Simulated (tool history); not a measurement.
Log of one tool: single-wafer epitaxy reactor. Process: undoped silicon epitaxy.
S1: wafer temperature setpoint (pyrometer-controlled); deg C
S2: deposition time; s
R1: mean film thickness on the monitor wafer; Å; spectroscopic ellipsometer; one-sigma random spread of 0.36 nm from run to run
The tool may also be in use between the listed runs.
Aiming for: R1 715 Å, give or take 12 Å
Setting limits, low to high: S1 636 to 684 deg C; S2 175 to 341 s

{"run": 1, "hour": 0.0, "S1": 660, "S2": 258, "R1": 469.65}
{"run": 2, "hour": 0.9, "S1": 665, "S2": 258, "R1": 529.96}
{"run": 3, "hour": 4.1, "S1": 661, "S2": 258, "R1": 481.41}
{"run": 4, "hour": 5.7, "S1": 665, "S2": 258, "R1": 523.37}
{"hour": 11.6, "done": "pyrometer calibrated"}
{"run": 5, "hour": 11.6, "S1": 655, "S2": 258, "R1": 478.76}
{"run": 6, "hour": 19.1, "S1": 662, "S2": 271, "R1": 583.77}
{"run": 7, "hour": 21.5, "S1": 666, "S2": 271, "R1": 629.56}
{"run": 8, "hour": 24.8, "S1": 668, "S2": 271, "R1": 660.44}

4 candidate next runs follow, results not yet known. Just one meets every target within its allowed miss. Identify it.
{"run": "A", "hour": 28.1, "S1": 670, "S2": 267, "R1": "?"}
{"run": "B", "hour": 28.1, "S1": 669, "S2": 257, "R1": "?"}
{"run": "C", "hour": 28.1, "S1": 670, "S2": 280, "R1": "?"}
{"run": "D", "hour": 28.1, "S1": 665, "S2": 296, "R1": "?"}

move=A R1=673.69
move=B R1=635.29
move=C R1=706.49
move=D R1=673.75
A: moves toward the targets from the last run without getting all of them in spec
B: the biggest miss grows against the last run
C: every result within its allowed miss
D: moves toward the targets from the last run without getting all of them in spec
C is the move that brings every result within its allowed miss.

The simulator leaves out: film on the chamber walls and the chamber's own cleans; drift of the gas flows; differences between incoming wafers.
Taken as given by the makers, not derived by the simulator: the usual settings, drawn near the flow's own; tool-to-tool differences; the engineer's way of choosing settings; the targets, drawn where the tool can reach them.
